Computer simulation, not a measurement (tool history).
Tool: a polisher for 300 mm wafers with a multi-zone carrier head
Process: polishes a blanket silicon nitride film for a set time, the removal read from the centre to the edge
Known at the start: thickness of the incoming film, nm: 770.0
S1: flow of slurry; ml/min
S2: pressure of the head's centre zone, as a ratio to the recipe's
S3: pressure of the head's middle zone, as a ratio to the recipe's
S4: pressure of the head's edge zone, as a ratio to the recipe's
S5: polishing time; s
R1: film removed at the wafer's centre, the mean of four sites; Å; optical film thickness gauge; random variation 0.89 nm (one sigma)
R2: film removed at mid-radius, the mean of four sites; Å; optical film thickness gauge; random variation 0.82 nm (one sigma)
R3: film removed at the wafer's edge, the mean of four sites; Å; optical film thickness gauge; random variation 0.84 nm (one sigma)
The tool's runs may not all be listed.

run 1 hour=0 | S1=225 S2=1 S3=1 S4=1 S5=48 | R1=791.53 R2=811.93 R3=825.41
run 2 hour=6.7 | S1=225 S2=1 S3=0.96 S4=1 S5=48 | R1=817.56 R2=775.77 R3=836.62
run 3 hour=7.2 | S1=260 S2=1 S3=0.96 S4=1 S5=48 | R1=827.15 R2=813.77 R3=844.19
run 4 hour=9.3 | S1=245 S2=1 S3=0.95 S4=0.96 S5=46 | R1=774.4 R2=754.67 R3=774.49
run 5 hour=10.9 | S1=230 S2=1 S3=0.93 S4=0.93 S5=45 | R1=783.83 R2=710.22 R3=762.03
run 6 hour=16.2 | S1=230 S2=1 S3=0.93 S4=0.93 S5=55 | R1=918.02 R2=885.75 R3=928.41

Forecast run 7:
run 7 hour=20.9 | S1=230 S2=0.99 S3=0.92 S4=0.91 S5=50 | R1=? R2=? R3=?

R1: 834.55 Å
R2: 786.98 Å
R3: 819.77 Å

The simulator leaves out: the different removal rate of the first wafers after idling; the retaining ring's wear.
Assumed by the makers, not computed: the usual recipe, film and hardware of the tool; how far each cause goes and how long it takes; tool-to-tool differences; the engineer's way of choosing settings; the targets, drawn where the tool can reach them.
